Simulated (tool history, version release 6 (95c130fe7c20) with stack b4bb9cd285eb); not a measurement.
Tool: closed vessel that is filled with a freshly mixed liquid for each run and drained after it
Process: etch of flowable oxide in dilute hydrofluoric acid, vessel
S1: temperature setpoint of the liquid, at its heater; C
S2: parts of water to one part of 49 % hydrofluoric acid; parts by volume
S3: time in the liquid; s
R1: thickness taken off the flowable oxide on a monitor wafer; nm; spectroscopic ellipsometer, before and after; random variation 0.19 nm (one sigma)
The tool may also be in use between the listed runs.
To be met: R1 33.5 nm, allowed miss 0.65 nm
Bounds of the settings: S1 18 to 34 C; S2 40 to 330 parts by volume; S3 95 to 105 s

{"run": 1, "hour": 0.0, "S1": 26, "S2": 185, "S3": 95, "R1": 28.689}
{"run": 2, "hour": 8.2, "S1": 26.5, "S2": 185, "S3": 95, "R1": 29.218}
{"run": 3, "hour": 16.0, "S1": 27, "S2": 185, "S3": 95, "R1": 29.711}
{"run": 4, "hour": 17.0, "S1": 27.5, "S2": 185, "S3": 95, "R1": 30.048}
{"run": 5, "hour": 21.8, "S1": 27.5, "S2": 185, "S3": 95, "R1": 30.084}
{"run": 6, "hour": 29.0, "S1": 28, "S2": 185, "S3": 95, "R1": 30.645}
{"run": 7, "hour": 37.7, "S1": 28.5, "S2": 185, "S3": 95, "R1": 31.371}
{"run": 8, "hour": 45.4, "S1": 29, "S2": 185, "S3": 95, "R1": 31.764}
{"run": 9, "hour": 48.8, "S1": 29, "S2": 185, "S3": 95, "R1": 31.749}
{"run": 10, "hour": 54.9, "S1": 29.5, "S2": 185, "S3": 95, "R1": 32.401}

4 next moves are on the table. One of them brings every result within its allowed miss. Which?
{"run": "A", "hour": 61.0, "S1": 29, "S2": 200, "S3": 105, "R1": "?"}
{"run": "B", "hour": 61.0, "S1": 30.5, "S2": 195, "S3": 95, "R1": "?"}
{"run": "C", "hour": 61.0, "S1": 28.5, "S2": 190, "S3": 100, "R1": "?"}
{"run": "D", "hour": 61.0, "S1": 29, "S2": 185, "S3": 100, "R1": "?"}

move=A R1=31.842
move=B R1=31.319
move=C R1=31.744
move=D R1=33.386
A: further off than the last run
B: further off than the last run
C: further off than the last run
D: meets every target
Move D is the one to make.
